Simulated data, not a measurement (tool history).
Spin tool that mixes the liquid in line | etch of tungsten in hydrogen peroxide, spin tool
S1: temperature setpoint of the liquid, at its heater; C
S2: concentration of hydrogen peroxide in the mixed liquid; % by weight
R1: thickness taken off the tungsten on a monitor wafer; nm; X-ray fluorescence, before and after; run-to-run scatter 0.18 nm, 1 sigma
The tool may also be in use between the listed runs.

Run 1, hour 0.0: S1 55.0 C, S2 18.5 % by weight, time under the liquid (s) 55. Result: R1 85.346 nm.
Run 2, hour 3.5: S1 61.0 C, S2 18.5 % by weight, time under the liquid (s) 55. Result: R1 120.120 nm.
Run 3, hour 11.6: S1 54.0 C, S2 18.5 % by weight, time under the liquid (s) 55. Result: R1 79.727 nm.
Run 4, hour 14.7: S1 50.0 C, S2 18.5 % by weight, time under the liquid (s) 55. Result: R1 62.486 nm.
Run 5, hour 18.1: S1 47.0 C, S2 18.5 % by weight, time under the liquid (s) 55. Result: R1 52.173 nm.
Run 6, hour 26.3: S1 45.0 C, S2 18.5 % by weight, time under the liquid (s) 55. Result: R1 46.281 nm.
Run 7, hour 29.0: S1 44.0 C, S2 18.5 % by weight, time under the liquid (s) 55. Result: R1 43.269 nm.
Run 8, hour 35.1: S1 44.0 C, S2 18.5 % by weight, time under the liquid (s) 55. Result: R1 42.990 nm.
Run 9, hour 36.9: S1 43.5 C, S2 18.5 % by weight, time under the liquid (s) 55. Result: R1 41.963 nm.

Estimate the outcome of run 10 from the log above:
Run 10, hour 40.4: S1 43.0 C, S2 18.5 % by weight, time under the liquid (s) 55. Result: R1 ?.

{"run 10": {"R1": 40.435}}
